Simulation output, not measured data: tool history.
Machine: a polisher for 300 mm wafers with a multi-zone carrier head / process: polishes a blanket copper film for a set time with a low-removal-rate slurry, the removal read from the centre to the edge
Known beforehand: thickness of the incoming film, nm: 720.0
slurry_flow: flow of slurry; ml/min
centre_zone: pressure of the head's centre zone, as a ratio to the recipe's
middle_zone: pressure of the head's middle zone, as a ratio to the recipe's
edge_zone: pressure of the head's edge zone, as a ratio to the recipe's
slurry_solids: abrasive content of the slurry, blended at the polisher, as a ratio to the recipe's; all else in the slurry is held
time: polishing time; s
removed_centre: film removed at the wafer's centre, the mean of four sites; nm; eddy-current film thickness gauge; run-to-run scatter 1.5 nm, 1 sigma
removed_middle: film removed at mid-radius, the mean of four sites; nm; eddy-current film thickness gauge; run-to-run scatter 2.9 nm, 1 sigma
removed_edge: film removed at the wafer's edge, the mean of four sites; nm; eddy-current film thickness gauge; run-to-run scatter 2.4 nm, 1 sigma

run  hour  slurry_flow  centre_zone  middle_zone  edge_zone  slurry_solids  time  removed_centre  removed_middle  removed_edge
  1   0.0          125         1.00         1.00       1.00           1.00    66          138.77          136.66        132.09
  2   8.0          130         1.01         1.01       1.03           1.10    68          149.39          148.70        145.40
  3   8.8          140         1.03         1.03       1.05           1.15    68          154.11          148.73        144.39
  4  15.2          110         1.03         1.03       1.05           1.15    68          146.62          144.29        141.96
     15.8  -- worn pad replaced by a new one
  5  15.8          115         1.03         1.04       1.06           1.20    70          173.05          168.56        164.80
  6  23.6          115         1.03         1.04       1.06           1.20    56          136.24          132.76        132.01

Expected results for the next run?
  7  32.2          115         1.04         1.06       1.07           1.25    58               ?               ?             ?

{"run 7": {"removed_centre": 145.38, "removed_middle": 144.92, "removed_edge": 139.05}}
